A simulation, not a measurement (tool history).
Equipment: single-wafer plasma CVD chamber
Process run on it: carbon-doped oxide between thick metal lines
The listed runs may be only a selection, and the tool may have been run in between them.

run    day  heater temperature setpoint (K)  chamber pressure (mTorr)  RF power (kW)  deposition time (s)  mean film thickness on the monitor wafer (nm)
  1      0                           643.15                      3990          0.605                  155                                         830.19
  2   0.15                           644.15                      3910           0.59                  155                                         804.71
  3  0.196                           644.15                      4560           0.59                  155                                         821.62
  4  0.408                           645.15                      4520          0.575                  155                                         805.56
  5  0.525                           646.15                      4480          0.565                  155                                         793.75
  6  0.733                           647.15                      4440          0.555                  155                                         778.36
  7  1.038                           648.15                      4390           0.55                  155                                         768.49
  8  1.317                           649.15                      4350          0.545                  155                                         760.94
  9  1.383                           650.15                      4310           0.54                  155                                            750

Run 10 is up next; what results do you expect?
 10  1.458                           650.15                      4310           0.54                  155                                              ?

mean film thickness on the monitor wafer (nm): 749.78
